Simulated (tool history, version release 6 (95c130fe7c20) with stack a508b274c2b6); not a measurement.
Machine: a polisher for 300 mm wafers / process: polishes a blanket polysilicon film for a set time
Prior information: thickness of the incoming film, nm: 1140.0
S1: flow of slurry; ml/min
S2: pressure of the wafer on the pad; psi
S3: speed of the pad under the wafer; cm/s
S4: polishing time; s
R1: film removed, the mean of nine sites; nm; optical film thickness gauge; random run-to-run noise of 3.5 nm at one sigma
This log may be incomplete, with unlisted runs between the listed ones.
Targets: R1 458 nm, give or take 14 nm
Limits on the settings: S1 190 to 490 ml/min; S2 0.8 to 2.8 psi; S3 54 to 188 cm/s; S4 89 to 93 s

| run | hour | S1 | S2 | S3 | S4 | R1 |
|---|---|---|---|---|---|---|
| 1 | 0 | 315 | 1.8 | 120 | 89 | 565.6 |
| 2 | 1 | 315 | 1.7 | 120 | 89 | 536.99 |
| 3 | 8.6 | 355 | 1.7 | 120 | 89 | 546.16 |
| 4 | 16.8 | 350 | 1.7 | 120 | 89 | 552.57 |
| 5 | 19.2 | 340 | 1.7 | 120 | 89 | 543.76 |
| 6 | 21 | 340 | 1.7 | 120 | 89 | 553.1 |
| 7 | 22.9 | 330 | 1.7 | 120 | 89 | 540.12 |
| 8 | 31.8 | 320 | 1.7 | 120 | 89 | 546.02 |
| 9 | 34.8 | 320 | 1.5 | 120 | 89 | 489.6 |
| 10 | 38.1 | 315 | 1.5 | 120 | 89 | 496.86 |
| 11 | 45.2 | 315 | 1.3 | 120 | 89 | 440.91 |
| 12 | 52.4 | 320 | 1.3 | 120 | 89 | 433.09 |

5 next moves are on the table. One of them brings every result within its allowed miss. Which?
| A | 59.6 | 305 | 1.2 | 118 | 92 | ? |
| B | 59.6 | 340 | 1.1 | 120 | 90 | ? |
| C | 59.6 | 305 | 1.5 | 102 | 93 | ? |
| D | 59.6 | 315 | 1.1 | 142 | 89 | ? |
| E | 59.6 | 300 | 1.2 | 116 | 90 | ? |

| move | R1 |
|---|---|
| A | 413.24 |
| B | 385.28 |
| C | 453.6 |
| D | 427.74 |
| E | 398.83 |
A: its largest miss is bigger than the last run's
B: its largest miss is bigger than the last run's
C: all results land within tolerance of their targets
D: its largest miss is bigger than the last run's
E: its largest miss is bigger than the last run's
The right move is C.
